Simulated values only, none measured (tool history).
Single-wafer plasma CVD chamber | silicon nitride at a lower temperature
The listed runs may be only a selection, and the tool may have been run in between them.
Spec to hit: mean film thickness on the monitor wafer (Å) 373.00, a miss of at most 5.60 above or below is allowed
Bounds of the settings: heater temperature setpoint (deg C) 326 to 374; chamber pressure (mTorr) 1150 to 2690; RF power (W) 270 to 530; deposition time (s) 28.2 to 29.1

| run | day | heater temperature setpoint (deg C) | chamber pressure (mTorr) | RF power (W) | deposition time (s) | mean film thickness on the monitor wafer (Å) |
|---|---|---|---|---|---|---|
| 1 | 0.000 | 350 | 1920 | 400 | 28.2 | 398.71 |
| 2 | 0.188 | 350 | 1860 | 400 | 28.2 | 394.04 |
| 3 | 0.396 | 350 | 1860 | 400 | 28.2 | 395.56 |
| 4 | 0.446 | 350 | 1860 | 400 | 29.1 | 404.68 |
| 5 | 0.625 | 350 | 1790 | 400 | 29.1 | 402.87 |
| 6 | 0.788 | 350 | 1720 | 400 | 29.1 | 400.01 |
| 7 | 0.908 | 350 | 1650 | 400 | 29.1 | 396.20 |
| 8 | 1.208 | 350 | 1590 | 400 | 29.1 | 391.27 |
| 9 | 1.538 | 350 | 1550 | 400 | 29.1 | 390.82 |

Which one of the following 5 next-run settings gets every result inside its allowed miss? There is exactly one.
| A | 1.867 | 350 | 1240 | 435 | 28.6 | ? |
| B | 1.867 | 359 | 1240 | 450 | 28.6 | ? |
| C | 1.867 | 350 | 1970 | 415 | 28.9 | ? |
| D | 1.867 | 347 | 1150 | 425 | 28.2 | ? |
| E | 1.867 | 355 | 1660 | 415 | 29.0 | ? |

| move | mean film thickness on the monitor wafer (Å) |
|---|---|
| A | 387.95 |
| B | 393.88 |
| C | 414.31 |
| D | 373.61 |
| E | 402.39 |
A: an improvement on the last run, though not all results are within tolerance
B: its largest miss is bigger than the last run's
C: its largest miss is bigger than the last run's
D: in spec on every target
E: its largest miss is bigger than the last run's
Answer: D

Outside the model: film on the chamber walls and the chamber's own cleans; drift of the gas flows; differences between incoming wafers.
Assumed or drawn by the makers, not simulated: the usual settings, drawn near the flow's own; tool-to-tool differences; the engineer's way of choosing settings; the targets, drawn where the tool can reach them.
